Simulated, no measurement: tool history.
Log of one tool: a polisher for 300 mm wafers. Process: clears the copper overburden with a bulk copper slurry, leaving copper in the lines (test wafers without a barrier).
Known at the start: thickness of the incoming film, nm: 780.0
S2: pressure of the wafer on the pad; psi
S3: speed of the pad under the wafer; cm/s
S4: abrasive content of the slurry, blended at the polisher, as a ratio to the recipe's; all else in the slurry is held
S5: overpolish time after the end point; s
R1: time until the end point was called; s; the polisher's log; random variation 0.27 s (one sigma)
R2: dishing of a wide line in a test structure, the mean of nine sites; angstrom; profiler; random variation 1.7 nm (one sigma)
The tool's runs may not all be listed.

run 1 day=0 | flow_of_slurry_(ml/min)=260 S2=3.4 S3=142 S4=1 S5=8 | R1=43.487 R2=910.32
run 2 day=0.067 | flow_of_slurry_(ml/min)=260 S2=3.8 S3=142 S4=1 S5=8 | R1=39.899 R2=983.99
run 3 day=0.296 | flow_of_slurry_(ml/min)=260 S2=3.8 S3=174 S4=1 S5=8 | R1=33.672 R2=1094.6
run 4 day=0.408 | flow_of_slurry_(ml/min)=260 S2=4 S3=174 S4=1 S5=8 | R1=32.118 R2=1159.9
run 5 day=0.654 | flow_of_slurry_(ml/min)=260 S2=3.6 S3=174 S4=1 S5=8 | R1=35.441 R2=1039.9
run 6 day=0.817 | flow_of_slurry_(ml/min)=260 S2=3.9 S3=176 S4=1 S5=8 | R1=32.707 R2=1120.1
run 7 day=1.079 | flow_of_slurry_(ml/min)=260 S2=3.9 S3=176 S4=1 S5=8 | R1=32.528 R2=1122.4
run 8 day=1.292 | flow_of_slurry_(ml/min)=260 S2=4.1 S3=176 S4=1 S5=8 | R1=31.077 R2=1148.8

The next listed run, before its measurement:
run 9 day=1.429 | flow_of_slurry_(ml/min)=265 S2=4.9 S3=178 S4=1 S5=8 | R1=? R2=?

R1: 26.422 s
R2: 1319.1 angstrom

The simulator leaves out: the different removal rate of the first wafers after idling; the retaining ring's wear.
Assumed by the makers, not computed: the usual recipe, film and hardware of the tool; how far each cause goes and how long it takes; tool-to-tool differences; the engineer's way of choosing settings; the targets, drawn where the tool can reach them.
